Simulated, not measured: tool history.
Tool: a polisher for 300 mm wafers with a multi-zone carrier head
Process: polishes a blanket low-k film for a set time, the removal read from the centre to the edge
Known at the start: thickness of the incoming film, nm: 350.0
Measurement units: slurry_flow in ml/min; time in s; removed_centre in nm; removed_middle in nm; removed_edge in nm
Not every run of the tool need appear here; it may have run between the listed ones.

run	hour	slurry_flow	centre_zone	middle_zone	edge_zone	slurry_solids	time	removed_centre	removed_middle	removed_edge
1	0	300	1	1	1	1	79	32.26	32.093	33.478
2	0.6	300	1.01	0.99	1.03	1.05	79	32.623	32.658	34.512
3	3	250	1.01	0.99	1.03	1.05	79	33.6	31.753	33.886
4	6.1	260	1.02	0.98	1.05	1.1	79	33.437	32.5	35.928
5	11.7	260	0.95	0.98	1.05	1.1	79	32.316	31.856	35.699
6	14.5	250	0.97	0.98	1.06	1.15	79	32.676	32.734	36.174
7	19.6	245	1	0.97	1.07	1.2	80	35.021	33.591	36.881
8	22.9	245	1.01	0.96	1.09	1.25	80	36.177	33.766	38.588
9	26.5	250	1.02	0.96	1.11	1.25	80	35.688	33.863	38.468
10	30.9	250	1.03	0.95	1.12	1.3	80	37.407	34.53	40.28
11	38.8	255	1.04	0.95	1.13	1.3	80	38.127	34.621	40.218
# hour 47.5: centre zone pressure recalibrated
12	47.5	260	1.04	0.95	1.14	1.3	80	40.28	33.729	39.783

Run 13 has not been measured yet. What should we expect?
13	53.7	260	1.04	0.95	1.14	1.3	80	?	?	?

For run 13 the tool returned removed_centre 39.161 nm, removed_middle 34.294 nm, removed_edge 39.889 nm.
